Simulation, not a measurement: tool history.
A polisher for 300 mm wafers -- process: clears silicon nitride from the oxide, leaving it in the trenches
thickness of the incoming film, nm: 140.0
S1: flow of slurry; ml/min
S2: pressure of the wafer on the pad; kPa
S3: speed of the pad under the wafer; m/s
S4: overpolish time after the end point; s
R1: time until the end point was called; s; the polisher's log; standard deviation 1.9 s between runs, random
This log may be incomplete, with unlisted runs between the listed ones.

Run 1, hour 0.0: S1 290 ml/min, S2 15.2 kPa, S3 1.28 m/s, S4 48 s. Result: R1 200.32 s.
Run 2, hour 3.2: S1 225 ml/min, S2 15.2 kPa, S3 1.28 m/s, S4 48 s. Result: R1 203.19 s.
Run 3, hour 5.5: S1 225 ml/min, S2 15.2 kPa, S3 1.28 m/s, S4 51 s. Result: R1 203.52 s.
Run 4, hour 11.6: S1 225 ml/min, S2 13.8 kPa, S3 1.28 m/s, S4 51 s. Result: R1 218.98 s.
Run 5, hour 13.6: S1 290 ml/min, S2 13.8 kPa, S3 1.28 m/s, S4 51 s. Result: R1 214.88 s.
Run 6, hour 21.6: S1 290 ml/min, S2 14.5 kPa, S3 1.30 m/s, S4 51 s. Result: R1 200.07 s.

Run 7 is up next; what results do you expect?
Run 7, hour 22.7: S1 290 ml/min, S2 15.2 kPa, S3 1.30 m/s, S4 51 s. Result: R1 ?.

{"run 7": {"R1": 193.55}}

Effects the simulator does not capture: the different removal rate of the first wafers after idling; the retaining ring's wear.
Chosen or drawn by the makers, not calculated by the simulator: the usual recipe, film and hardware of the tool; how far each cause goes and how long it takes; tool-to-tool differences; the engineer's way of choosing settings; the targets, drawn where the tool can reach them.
